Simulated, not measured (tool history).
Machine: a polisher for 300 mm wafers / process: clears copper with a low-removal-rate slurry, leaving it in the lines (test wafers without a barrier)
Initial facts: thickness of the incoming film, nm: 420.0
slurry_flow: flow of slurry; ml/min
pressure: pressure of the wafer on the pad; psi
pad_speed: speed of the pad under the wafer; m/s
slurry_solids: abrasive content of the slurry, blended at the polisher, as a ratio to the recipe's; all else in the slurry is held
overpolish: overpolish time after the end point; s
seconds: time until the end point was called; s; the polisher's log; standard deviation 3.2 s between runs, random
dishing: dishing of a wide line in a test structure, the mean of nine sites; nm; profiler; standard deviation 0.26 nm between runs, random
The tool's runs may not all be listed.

{"run": 1, "hour": 0.0, "slurry_flow": 250, "pressure": 2.1, "pad_speed": 1.4, "slurry_solids": 1.0, "overpolish": 9, "seconds": 135.31, "dishing": 18.043}
{"run": 2, "hour": 8.9, "slurry_flow": 250, "pressure": 1.9, "pad_speed": 1.38, "slurry_solids": 1.0, "overpolish": 9, "seconds": 150.52, "dishing": 16.447}
{"run": 3, "hour": 15.1, "slurry_flow": 250, "pressure": 1.8, "pad_speed": 1.38, "slurry_solids": 1.0, "overpolish": 9, "seconds": 157.53, "dishing": 15.61}
{"run": 4, "hour": 22.2, "slurry_flow": 250, "pressure": 1.8, "pad_speed": 1.38, "slurry_solids": 1.2, "overpolish": 9, "seconds": 158.32, "dishing": 16.04}
{"run": 5, "hour": 24.2, "slurry_flow": 250, "pressure": 1.7, "pad_speed": 1.38, "slurry_solids": 1.2, "overpolish": 9, "seconds": 168.85, "dishing": 15.209}
{"run": 6, "hour": 28.6, "slurry_flow": 250, "pressure": 1.7, "pad_speed": 1.38, "slurry_solids": 1.2, "overpolish": 12, "seconds": 162.78, "dishing": 19.387}

Predict the results of run 7:
{"run": 7, "hour": 32.5, "slurry_flow": 250, "pressure": 1.6, "pad_speed": 1.38, "slurry_solids": 1.2, "overpolish": 11, "seconds": "?", "dishing": "?"}

Logged for run 7: seconds 173.81 s, dishing 17.421 nm.
